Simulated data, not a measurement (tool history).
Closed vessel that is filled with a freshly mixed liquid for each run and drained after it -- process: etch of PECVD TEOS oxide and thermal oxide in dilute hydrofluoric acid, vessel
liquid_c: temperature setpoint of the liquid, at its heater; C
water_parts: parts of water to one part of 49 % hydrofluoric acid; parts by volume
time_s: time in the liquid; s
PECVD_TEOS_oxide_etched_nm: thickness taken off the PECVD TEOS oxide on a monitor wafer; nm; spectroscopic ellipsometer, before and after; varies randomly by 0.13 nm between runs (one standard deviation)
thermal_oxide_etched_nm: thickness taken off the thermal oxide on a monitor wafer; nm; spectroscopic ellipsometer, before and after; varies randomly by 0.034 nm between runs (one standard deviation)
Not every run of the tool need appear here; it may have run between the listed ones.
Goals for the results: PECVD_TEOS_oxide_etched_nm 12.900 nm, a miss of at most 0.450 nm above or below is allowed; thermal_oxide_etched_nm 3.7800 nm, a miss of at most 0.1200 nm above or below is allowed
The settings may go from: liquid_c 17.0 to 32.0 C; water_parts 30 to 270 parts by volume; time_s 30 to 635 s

run	hour	liquid_c	water_parts	time_s	PECVD_TEOS_oxide_etched_nm	thermal_oxide_etched_nm
1	0.0	24.0	150	325	34.350	9.9101
2	7.1	22.5	170	325	28.035	8.2331
3	12.4	22.0	190	325	23.673	7.0063
4	17.7	22.0	235	325	18.328	5.4139
5	22.3	21.0	240	325	17.415	5.1916
6	28.7	21.0	240	450	24.108	7.0893
7	35.2	20.0	245	420	20.835	6.1630
8	36.5	19.5	250	400	19.298	5.5998
# hour 40.1: thermometer replaced
9	40.1	19.5	255	380	17.328	4.9623
10	43.7	17.0	270	355	13.464	3.8544

4 next moves are on the table. One of them brings every result within its allowed miss. Which?
A	47.3	30.0	270	200	?	?
B	47.3	18.0	220	255	?	?
C	47.3	17.5	215	270	?	?
D	47.3	19.5	265	280	?	?

move	PECVD_TEOS_oxide_etched_nm	thermal_oxide_etched_nm
A	11.854	3.5603
B	12.687	3.8106
C	13.541	4.0671
D	11.755	3.5305
A: carries the result that was furthest off beyond its target, to the other side
B: meets every target
C: misses by more than the last run did
D: carries the result that was furthest off beyond its target, to the other side
The right move is B.
